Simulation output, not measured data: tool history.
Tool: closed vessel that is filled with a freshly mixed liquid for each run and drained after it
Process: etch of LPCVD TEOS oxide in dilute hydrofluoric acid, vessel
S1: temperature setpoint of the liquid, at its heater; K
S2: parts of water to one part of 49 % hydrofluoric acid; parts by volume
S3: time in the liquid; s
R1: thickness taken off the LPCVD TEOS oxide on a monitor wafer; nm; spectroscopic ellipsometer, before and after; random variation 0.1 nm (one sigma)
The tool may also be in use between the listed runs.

{"run": 1, "day": 0.0, "S1": 297.15, "S2": 290, "S3": 65, "R1": 4.7645}
{"run": 2, "day": 0.333, "S1": 298.15, "S2": 270, "S3": 65, "R1": 5.4127}
{"run": 3, "day": 0.454, "S1": 300.15, "S2": 270, "S3": 65, "R1": 5.7158}
{"run": 4, "day": 0.492, "S1": 300.15, "S2": 270, "S3": 65, "R1": 5.7294}
{"run": 5, "day": 0.783, "S1": 300.65, "S2": 250, "S3": 65, "R1": 6.4966}
{"run": 6, "day": 0.838, "S1": 300.65, "S2": 250, "S3": 45, "R1": 4.4636}
{"run": 7, "day": 1.167, "S1": 301.15, "S2": 220, "S3": 50, "R1": 5.956}

The next listed run, before its measurement:
{"run": 8, "day": 1.217, "S1": 301.65, "S2": 195, "S3": 50, "R1": "?"}

Run 8 gave R1 7.0289 nm.

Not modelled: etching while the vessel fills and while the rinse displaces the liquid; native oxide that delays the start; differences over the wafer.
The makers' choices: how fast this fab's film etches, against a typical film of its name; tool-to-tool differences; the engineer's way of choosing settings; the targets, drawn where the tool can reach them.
